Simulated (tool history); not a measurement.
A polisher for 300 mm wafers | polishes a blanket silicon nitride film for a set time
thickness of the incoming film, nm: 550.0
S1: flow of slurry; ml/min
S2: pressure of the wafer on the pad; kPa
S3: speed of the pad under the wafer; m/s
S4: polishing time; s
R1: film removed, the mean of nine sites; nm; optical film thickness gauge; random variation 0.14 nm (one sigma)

run	hour	S1	S2	S3	S4	R1
1	0	210	15.9	1.3	25	27.811
2	5.3	205	14.5	1.3	25	25.401
3	10	200	13.8	1.3	25	23.993
4	15.4	165	13.8	1.3	25	23.452
5	19.3	165	15.2	1.3	25	25.758
6	25.8	165	15.2	1.3	25	25.484

Forecast run 7:
7	27.5	160	14.5	1.3	25	?

R1: 24.614 nm
